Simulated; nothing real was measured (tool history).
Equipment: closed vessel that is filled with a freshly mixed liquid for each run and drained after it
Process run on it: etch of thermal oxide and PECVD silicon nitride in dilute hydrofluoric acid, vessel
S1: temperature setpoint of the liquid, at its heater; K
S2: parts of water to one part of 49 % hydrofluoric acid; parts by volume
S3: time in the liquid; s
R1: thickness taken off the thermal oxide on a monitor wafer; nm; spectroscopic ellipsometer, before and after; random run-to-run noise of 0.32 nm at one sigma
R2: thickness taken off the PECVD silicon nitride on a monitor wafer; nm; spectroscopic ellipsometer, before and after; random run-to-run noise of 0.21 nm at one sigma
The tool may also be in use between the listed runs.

Run 1, hour 0.0: S1 296.15 K, S2 260 parts by volume, S3 1145 s. Result: R1 16.608 nm, R2 23.285 nm.
Run 2, hour 7.5: S1 296.15 K, S2 215 parts by volume, S3 1145 s. Result: R1 20.743 nm, R2 28.248 nm.
Run 3, hour 16.7: S1 296.65 K, S2 200 parts by volume, S3 1135 s. Result: R1 23.281 nm, R2 31.097 nm.
Run 4, hour 21.6: S1 297.15 K, S2 190 parts by volume, S3 1125 s. Result: R1 24.854 nm, R2 33.423 nm.
Run 5, hour 28.9: S1 295.65 K, S2 190 parts by volume, S3 1125 s. Result: R1 23.394 nm, R2 30.293 nm.
Run 6, hour 38.3: S1 293.65 K, S2 190 parts by volume, S3 1125 s. Result: R1 21.681 nm, R2 26.474 nm.
Run 7, hour 45.8: S1 297.65 K, S2 95 parts by volume, S3 1000 s. Result: R1 50.258 nm, R2 60.563 nm.
Run 8, hour 50.8: S1 297.65 K, S2 100 parts by volume, S3 1025 s. Result: R1 48.762 nm, R2 58.843 nm.
Run 9, hour 59.1: S1 297.65 K, S2 105 parts by volume, S3 1050 s. Result: R1 46.483 nm, R2 58.060 nm.
Run 10, hour 68.2: S1 297.65 K, S2 110 parts by volume, S3 1070 s. Result: R1 44.926 nm, R2 56.350 nm.
Run 11, hour 69.6: S1 297.65 K, S2 115 parts by volume, S3 1090 s. Result: R1 44.725 nm, R2 54.841 nm.
Run 12, hour 76.5: S1 298.15 K, S2 120 parts by volume, S3 1100 s. Result: R1 42.757 nm, R2 54.716 nm.
Run 13, hour 81.9: S1 298.15 K, S2 125 parts by volume, S3 1115 s. Result: R1 42.168 nm, R2 53.294 nm.
Run 14, hour 87.2: S1 298.65 K, S2 130 parts by volume, S3 1125 s. Result: R1 41.651 nm, R2 53.375 nm.
Run 15, hour 93.4: S1 299.15 K, S2 135 parts by volume, S3 1135 s. Result: R1 40.520 nm, R2 53.743 nm.
Run 16, hour 97.6: S1 299.15 K, S2 135 parts by volume, S3 1140 s. Result: R1 41.144 nm, R2 54.121 nm.
Run 17, hour 102.3: S1 299.15 K, S2 135 parts by volume, S3 1145 s. Result: R1 40.768 nm, R2 54.357 nm.
Run 18, hour 106.2: S1 299.15 K, S2 135 parts by volume, S3 1150 s. Result: R1 40.733 nm, R2 54.332 nm.
Run 19, hour 112.5: S1 299.15 K, S2 135 parts by volume, S3 1155 s. Result: R1 41.525 nm, R2 54.981 nm.
Run 20, hour 117.3: S1 299.15 K, S2 135 parts by volume, S3 1160 s. Result: R1 41.649 nm, R2 55.143 nm.
Run 21, hour 119.3: S1 299.65 K, S2 160 parts by volume, S3 1205 s. Result: R1 35.785 nm, R2 49.573 nm.
Run 22, hour 123.3: S1 299.65 K, S2 160 parts by volume, S3 1200 s. Result: R1 35.886 nm, R2 49.409 nm.
Run 23, hour 125.7: S1 300.65 K, S2 140 parts by volume, S3 1170 s. Result: R1 42.060 nm, R2 58.514 nm.

Estimate the outcome of run 24 from the log above:
Run 24, hour 133.6: S1 299.65 K, S2 150 parts by volume, S3 1190 s. Result: R1 ?, R2 ?.

{"run 24": {"R1": 38.144, "R2": 52.103}}
